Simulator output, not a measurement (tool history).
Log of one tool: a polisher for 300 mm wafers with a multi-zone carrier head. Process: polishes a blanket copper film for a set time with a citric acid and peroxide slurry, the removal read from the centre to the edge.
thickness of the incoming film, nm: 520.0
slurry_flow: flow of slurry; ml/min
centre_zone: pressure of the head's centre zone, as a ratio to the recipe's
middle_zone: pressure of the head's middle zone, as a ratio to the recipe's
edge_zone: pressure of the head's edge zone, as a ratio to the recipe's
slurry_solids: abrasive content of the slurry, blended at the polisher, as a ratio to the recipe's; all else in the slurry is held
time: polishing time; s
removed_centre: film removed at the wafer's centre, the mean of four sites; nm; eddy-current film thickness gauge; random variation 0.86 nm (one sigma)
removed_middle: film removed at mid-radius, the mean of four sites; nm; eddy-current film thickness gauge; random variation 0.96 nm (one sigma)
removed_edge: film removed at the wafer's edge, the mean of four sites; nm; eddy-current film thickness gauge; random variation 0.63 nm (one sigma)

run	day	slurry_flow	centre_zone	middle_zone	edge_zone	slurry_solids	time	removed_centre	removed_middle	removed_edge
1	0.000	130	1.00	1.00	1.00	1.00	55	124.260	127.220	125.350
2	0.333	130	1.04	1.01	0.95	0.85	46	105.000	106.160	98.881
3	0.629	130	1.07	1.00	0.91	0.75	41	93.404	88.104	86.951
4	0.738	130	1.11	1.04	0.88	0.70	38	90.392	85.479	77.665
5	1.042	120	1.13	1.05	0.86	0.65	37	84.647	81.402	71.360
6	1.071	120	1.13	1.05	0.86	0.65	47	110.270	103.220	92.417

Run 7 comes next. What will it give?
7	1.267	120	1.13	1.05	0.86	0.65	47	?	?	?

{"run 7": {"removed_centre": 109.85, "removed_middle": 104.83, "removed_edge": 92.107}}
